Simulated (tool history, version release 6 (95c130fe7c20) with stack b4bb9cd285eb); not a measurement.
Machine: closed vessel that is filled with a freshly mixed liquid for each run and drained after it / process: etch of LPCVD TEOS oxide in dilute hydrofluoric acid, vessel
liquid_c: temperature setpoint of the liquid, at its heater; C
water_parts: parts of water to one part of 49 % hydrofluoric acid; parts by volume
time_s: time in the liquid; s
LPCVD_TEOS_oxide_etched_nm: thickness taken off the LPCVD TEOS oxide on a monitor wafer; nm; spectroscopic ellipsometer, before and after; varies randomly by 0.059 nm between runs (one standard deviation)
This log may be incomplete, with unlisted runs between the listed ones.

| run | day | liquid_c | water_parts | time_s | LPCVD_TEOS_oxide_etched_nm |
|---|---|---|---|---|---|
| 1 | 0 | 23 | 240 | 90 | 14.867 |
| 2 | 0.075 | 21 | 250 | 90 | 13.073 |
| 3 | 0.308 | 18.5 | 250 | 90 | 11.89 |
| 4 | 0.558 | 18.5 | 250 | 95 | 12.559 |
| 5 | 0.925 | 18 | 260 | 95 | 11.668 |
| 6 | 1.125 | 18 | 260 | 95 | 11.577 |

Run 7 comes next. What will it give?
| 7 | 1.271 | 17.5 | 265 | 95 | ? |

{"run 7": {"LPCVD_TEOS_oxide_etched_nm": 11.188}}
